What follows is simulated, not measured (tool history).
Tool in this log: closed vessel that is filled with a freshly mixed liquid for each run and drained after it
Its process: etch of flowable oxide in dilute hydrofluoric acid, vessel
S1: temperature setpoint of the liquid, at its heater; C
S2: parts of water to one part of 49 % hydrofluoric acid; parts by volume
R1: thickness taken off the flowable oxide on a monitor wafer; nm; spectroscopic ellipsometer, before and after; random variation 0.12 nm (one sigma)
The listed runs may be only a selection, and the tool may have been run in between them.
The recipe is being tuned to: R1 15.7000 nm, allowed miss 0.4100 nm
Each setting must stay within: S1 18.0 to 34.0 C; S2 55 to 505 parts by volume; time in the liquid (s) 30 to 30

run 1 hour=0.0 | S1=26.0 S2=280 time_in_the_liquid_(s)=30 | R1=4.2607
run 2 hour=8.4 | S1=27.0 S2=255 time_in_the_liquid_(s)=30 | R1=5.0386
run 3 hour=10.3 | S1=27.0 S2=355 time_in_the_liquid_(s)=30 | R1=3.2513
run 4 hour=19.6 | S1=28.0 S2=320 time_in_the_liquid_(s)=30 | R1=3.8211
run 5 hour=28.9 | S1=28.5 S2=290 time_in_the_liquid_(s)=30 | R1=4.4565
run 6 hour=34.6 | S1=31.0 S2=290 time_in_the_liquid_(s)=30 | R1=4.8445
run 7 hour=40.2 | S1=31.5 S2=265 time_in_the_liquid_(s)=30 | R1=5.4985
run 8 hour=49.5 | S1=32.0 S2=240 time_in_the_liquid_(s)=30 | R1=6.3182
run 9 hour=53.0 | S1=32.0 S2=220 time_in_the_liquid_(s)=30 | R1=7.1400
run 10 hour=59.1 | S1=32.0 S2=220 time_in_the_liquid_(s)=30 | R1=7.0616
run 11 hour=64.9 | S1=32.0 S2=200 time_in_the_liquid_(s)=30 | R1=8.0396
run 12 hour=66.1 | S1=32.0 S2=185 time_in_the_liquid_(s)=30 | R1=8.9122
run 13 hour=72.6 | S1=32.0 S2=175 time_in_the_liquid_(s)=30 | R1=9.5248
run 14 hour=80.1 | S1=32.0 S2=165 time_in_the_liquid_(s)=30 | R1=10.2220
run 15 hour=88.4 | S1=32.0 S2=160 time_in_the_liquid_(s)=30 | R1=10.6100
run 16 hour=97.4 | S1=32.0 S2=155 time_in_the_liquid_(s)=30 | R1=11.1730
run 17 hour=104.3 | S1=32.0 S2=150 time_in_the_liquid_(s)=30 | R1=11.4100
run 18 hour=106.0 | S1=34.0 S2=85 time_in_the_liquid_(s)=30 | R1=23.7070
run 19 hour=112.5 | S1=33.5 S2=85 time_in_the_liquid_(s)=30 | R1=23.7930
run 20 hour=115.1 | S1=32.5 S2=85 time_in_the_liquid_(s)=30 | R1=22.7600
run 21 hour=117.8 | S1=32.5 S2=90 time_in_the_liquid_(s)=30 | R1=21.1790
run 22 hour=121.4 | S1=31.5 S2=95 time_in_the_liquid_(s)=30 | R1=19.3510
run 23 hour=126.2 | S1=30.5 S2=95 time_in_the_liquid_(s)=30 | R1=18.3780
run 24 hour=135.1 | S1=30.0 S2=95 time_in_the_liquid_(s)=30 | R1=18.3040
run 25 hour=142.8 | S1=29.5 S2=95 time_in_the_liquid_(s)=30 | R1=17.8600
run 26 hour=150.1 | S1=29.0 S2=95 time_in_the_liquid_(s)=30 | R1=17.2100

Which one of the following 4 next-run settings gets every result inside its allowed miss? There is exactly one.
run A hour=157.4 | S1=29.0 S2=90 time_in_the_liquid_(s)=30 | R1=?
run B hour=157.4 | S1=29.0 S2=105 time_in_the_liquid_(s)=30 | R1=?
run C hour=157.4 | S1=30.5 S2=105 time_in_the_liquid_(s)=30 | R1=?
run D hour=157.4 | S1=32.0 S2=110 time_in_the_liquid_(s)=30 | R1=?

move=A R1=18.5830
move=B R1=15.6010
move=C R1=16.5010
move=D R1=16.5260
A: moves away from the targets compared with the last run
B: hits every target within its allowed miss
C: better than the last run, though not everything is in spec
D: better than the last run, though not everything is in spec
Go with B: it meets all targets.
